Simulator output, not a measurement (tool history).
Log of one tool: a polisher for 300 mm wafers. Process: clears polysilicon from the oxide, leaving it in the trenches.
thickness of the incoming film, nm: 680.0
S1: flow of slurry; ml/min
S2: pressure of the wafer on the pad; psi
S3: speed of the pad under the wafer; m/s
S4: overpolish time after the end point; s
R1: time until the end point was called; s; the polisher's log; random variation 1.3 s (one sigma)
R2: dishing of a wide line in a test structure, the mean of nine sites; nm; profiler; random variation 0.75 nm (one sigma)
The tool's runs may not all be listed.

run,hour,S1,S2,S3,S4,R1,R2
1,0,305,2.2,1.04,17,52.67,82.615
2,0.9,305,1.9,0.96,14,64.879,68.784
3,3,350,1.7,0.9,12,76.945,59.907
4,9.2,350,2.2,0.9,12,59.29,69.196
5,13.9,350,2.2,0.7,12,76.071,60.645
6,22.4,350,2.2,0.96,12,55.088,67.973
7,25.3,350,2.2,0.96,12,54.926,69.426

Run 8 comes next. What will it give?
8,29.9,350,1.6,0.68,5,?,?

Run 8 gave R1 104.86 s, R2 25.978 nm.
